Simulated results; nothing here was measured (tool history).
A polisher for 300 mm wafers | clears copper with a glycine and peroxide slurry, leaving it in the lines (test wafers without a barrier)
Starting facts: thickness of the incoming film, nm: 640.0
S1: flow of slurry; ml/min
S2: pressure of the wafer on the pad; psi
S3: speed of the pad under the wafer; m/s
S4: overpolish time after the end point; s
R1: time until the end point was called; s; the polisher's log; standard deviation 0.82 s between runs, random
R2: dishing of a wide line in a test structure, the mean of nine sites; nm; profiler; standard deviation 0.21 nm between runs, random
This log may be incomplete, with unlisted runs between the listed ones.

{"run": 1, "hour": 0.0, "S1": 300, "S2": 2.8, "S3": 0.98, "S4": 17, "R1": 103.38, "R2": 17.027}
{"run": 2, "hour": 5.7, "S1": 300, "S2": 2.8, "S3": 0.84, "S4": 17, "R1": 117.79, "R2": 17.496}
{"run": 3, "hour": 11.3, "S1": 300, "S2": 2.8, "S3": 0.84, "S4": 21, "R1": 118.34, "R2": 17.791}
{"run": 4, "hour": 18.5, "S1": 300, "S2": 2.8, "S3": 0.64, "S4": 21, "R1": 146.66, "R2": 18.047}
{"run": 5, "hour": 20.1, "S1": 300, "S2": 2.8, "S3": 0.64, "S4": 15, "R1": 143.85, "R2": 17.712}
{"run": 6, "hour": 26.0, "S1": 340, "S2": 2.8, "S3": 0.64, "S4": 15, "R1": 143.47, "R2": 17.803}
{"run": 7, "hour": 29.1, "S1": 315, "S2": 3, "S3": 0.66, "S4": 13, "R1": 138.44, "R2": 16.781}
{"run": 8, "hour": 36.9, "S1": 380, "S2": 3.8, "S3": 0.68, "S4": 11, "R1": 112.74, "R2": 16.97}
{"run": 9, "hour": 39.8, "S1": 370, "S2": 3.9, "S3": 0.7, "S4": 10, "R1": 109.3, "R2": 16.785}
{"run": 10, "hour": 47.1, "S1": 370, "S2": 3.9, "S3": 0.7, "S4": 10, "R1": 109.48, "R2": 16.689}
{"hour": 49.2, "done": "head pressure recalibrated"}
{"run": 11, "hour": 49.2, "S1": 305, "S2": 4.4, "S3": 0.76, "S4": 5, "R1": 99.8, "R2": 13.676}
{"run": 12, "hour": 50.1, "S1": 320, "S2": 4.4, "S3": 0.76, "S4": 5, "R1": 98.597, "R2": 13.603}
{"run": 13, "hour": 56.6, "S1": 235, "S2": 4.4, "S3": 0.9, "S4": 13, "R1": 89.094, "R2": 17.134}

Estimate the outcome of run 14 from the log above:
{"run": 14, "hour": 59.8, "S1": 225, "S2": 4.3, "S3": 0.9, "S4": 11, "R1": "?", "R2": "?"}

Run 14 measured R1 90.422 s, R2 17.025 nm.

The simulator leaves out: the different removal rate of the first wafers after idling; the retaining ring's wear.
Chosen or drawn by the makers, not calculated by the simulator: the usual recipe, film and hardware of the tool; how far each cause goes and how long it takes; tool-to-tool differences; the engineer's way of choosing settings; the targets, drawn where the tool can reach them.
